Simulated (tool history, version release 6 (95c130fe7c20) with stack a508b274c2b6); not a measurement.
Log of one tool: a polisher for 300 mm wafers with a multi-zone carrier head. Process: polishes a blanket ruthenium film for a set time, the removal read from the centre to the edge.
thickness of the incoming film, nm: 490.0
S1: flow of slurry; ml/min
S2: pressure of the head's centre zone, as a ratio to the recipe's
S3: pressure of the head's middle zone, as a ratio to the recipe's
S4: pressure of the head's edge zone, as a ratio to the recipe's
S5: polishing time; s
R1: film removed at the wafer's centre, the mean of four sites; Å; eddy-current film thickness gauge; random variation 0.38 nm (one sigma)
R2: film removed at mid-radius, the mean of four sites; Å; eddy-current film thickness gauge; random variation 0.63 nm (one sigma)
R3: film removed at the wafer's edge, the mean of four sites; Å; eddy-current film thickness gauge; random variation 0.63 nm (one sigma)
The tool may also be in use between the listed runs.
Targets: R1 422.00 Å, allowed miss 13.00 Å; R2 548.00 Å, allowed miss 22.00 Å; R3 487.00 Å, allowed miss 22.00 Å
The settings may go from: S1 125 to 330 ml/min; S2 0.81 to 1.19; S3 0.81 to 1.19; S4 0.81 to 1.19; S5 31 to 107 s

run 1 hour=0.0 | S1=210 S2=1.00 S3=1.00 S4=1.00 S5=69 | R1=875.25 R2=908.08 R3=895.88
run 2 hour=8.7 | S1=210 S2=1.00 S3=1.00 S4=1.06 S5=69 | R1=889.31 R2=896.34 R3=920.10
run 3 hour=12.5 | S1=210 S2=1.00 S3=1.00 S4=1.06 S5=62 | R1=782.03 R2=787.55 R3=841.96
run 4 hour=15.2 | S1=210 S2=1.00 S3=1.00 S4=1.06 S5=55 | R1=685.90 R2=720.36 R3=723.16
run 5 hour=20.4 | S1=185 S2=1.00 S3=1.00 S4=1.06 S5=55 | R1=687.61 R2=701.35 R3=734.53
run 6 hour=26.6 | S1=185 S2=0.92 S3=1.00 S4=1.06 S5=55 | R1=630.56 R2=694.91 R3=721.76
run 7 hour=33.3 | S1=155 S2=0.82 S3=1.08 S4=0.96 S5=36 | R1=360.97 R2=482.69 R3=446.70
run 8 hour=40.6 | S1=170 S2=0.83 S3=1.08 S4=0.96 S5=36 | R1=373.47 R2=489.57 R3=453.58
run 9 hour=49.5 | S1=185 S2=0.84 S3=1.09 S4=0.96 S5=36 | R1=383.62 R2=502.76 R3=464.83
run 10 hour=50.7 | S1=195 S2=0.85 S3=1.10 S4=0.95 S5=36 | R1=389.54 R2=504.78 R3=448.97
run 11 hour=58.2 | S1=205 S2=0.85 S3=1.11 S4=0.96 S5=36 | R1=388.94 R2=517.19 R3=469.55
run 12 hour=66.5 | S1=215 S2=0.86 S3=1.11 S4=0.96 S5=36 | R1=392.39 R2=509.14 R3=457.90
run 13 hour=70.4 | S1=215 S2=0.86 S3=1.11 S4=0.96 S5=36 | R1=395.20 R2=509.92 R3=464.72
run 14 hour=73.1 | S1=220 S2=0.87 S3=1.12 S4=0.96 S5=36 | R1=400.22 R2=518.11 R3=458.49

5 next moves are on the table. One of them brings every result within its allowed miss. Which?
run A hour=75.8 | S1=220 S2=0.81 S3=1.09 S4=0.98 S5=34 | R1=? R2=? R3=?
run B hour=75.8 | S1=245 S2=0.81 S3=1.17 S4=1.07 S5=37 | R1=? R2=? R3=?
run C hour=75.8 | S1=265 S2=0.88 S3=1.15 S4=1.03 S5=37 | R1=? R2=? R3=?
run D hour=75.8 | S1=215 S2=0.81 S3=1.07 S4=1.08 S5=37 | R1=? R2=? R3=?
run E hour=75.8 | S1=205 S2=0.81 S3=0.97 S4=1.03 S5=37 | R1=? R2=? R3=?

move=A R1=349.42 R2=473.06 R3=443.82
move=B R1=384.85 R2=552.74 R3=507.56
move=C R1=421.72 R2=548.35 R3=500.94
move=D R1=379.23 R2=505.50 R3=505.79
move=E R1=376.96 R2=463.01 R3=492.94
A: further off than the last run
B: further off than the last run
C: meets every target
D: further off than the last run
E: further off than the last run
The right move is C.
